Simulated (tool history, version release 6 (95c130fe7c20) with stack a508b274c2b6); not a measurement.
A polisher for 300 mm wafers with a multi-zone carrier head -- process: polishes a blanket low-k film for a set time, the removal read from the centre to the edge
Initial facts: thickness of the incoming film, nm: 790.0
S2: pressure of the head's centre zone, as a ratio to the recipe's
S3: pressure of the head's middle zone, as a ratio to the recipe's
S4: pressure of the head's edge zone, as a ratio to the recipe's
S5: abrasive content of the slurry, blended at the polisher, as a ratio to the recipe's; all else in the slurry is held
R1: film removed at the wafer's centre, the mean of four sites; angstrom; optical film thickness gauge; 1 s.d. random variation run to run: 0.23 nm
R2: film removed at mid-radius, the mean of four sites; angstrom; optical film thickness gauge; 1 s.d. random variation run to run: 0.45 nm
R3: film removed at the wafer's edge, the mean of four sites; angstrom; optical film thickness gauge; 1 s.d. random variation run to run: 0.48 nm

Run 1, hour 0.0: flow of slurry (ml/min) 180, S2 1.00, S3 1.00, S4 1.00, S5 1.00, polishing time (s) 50. Result: R1 193.55 angstrom, R2 194.67 angstrom, R3 195.83 angstrom.
Run 2, hour 8.6: flow of slurry (ml/min) 185, S2 1.00, S3 1.03, S4 1.05, S5 1.15, polishing time (s) 53. Result: R1 221.91 angstrom, R2 228.82 angstrom, R3 236.12 angstrom.
Run 3, hour 12.6: flow of slurry (ml/min) 185, S2 1.00, S3 1.03, S4 1.11, S5 1.15, polishing time (s) 53. Result: R1 224.39 angstrom, R2 235.94 angstrom, R3 240.62 angstrom.
Run 4, hour 20.3: flow of slurry (ml/min) 195, S2 1.01, S3 1.06, S4 1.13, S5 1.25, polishing time (s) 54. Result: R1 242.54 angstrom, R2 249.04 angstrom, R3 258.50 angstrom.
Run 5, hour 24.8: flow of slurry (ml/min) 195, S2 1.01, S3 1.03, S4 1.13, S5 1.25, polishing time (s) 54. Result: R1 240.54 angstrom, R2 246.25 angstrom, R3 262.83 angstrom.
Run 6, hour 28.2: flow of slurry (ml/min) 200, S2 1.01, S3 1.07, S4 1.14, S5 1.35, polishing time (s) 56. Result: R1 259.95 angstrom, R2 271.03 angstrom, R3 284.38 angstrom.

Run 7, settings as shown, results not yet in. Your forecast:
Run 7, hour 29.3: flow of slurry (ml/min) 205, S2 1.01, S3 1.10, S4 1.15, S5 1.40, polishing time (s) 57. Result: R1 ?, R2 ?, R3 ?.

{"run 7": {"R1": 269.0, "R2": 298.75, "R3": 290.07}}

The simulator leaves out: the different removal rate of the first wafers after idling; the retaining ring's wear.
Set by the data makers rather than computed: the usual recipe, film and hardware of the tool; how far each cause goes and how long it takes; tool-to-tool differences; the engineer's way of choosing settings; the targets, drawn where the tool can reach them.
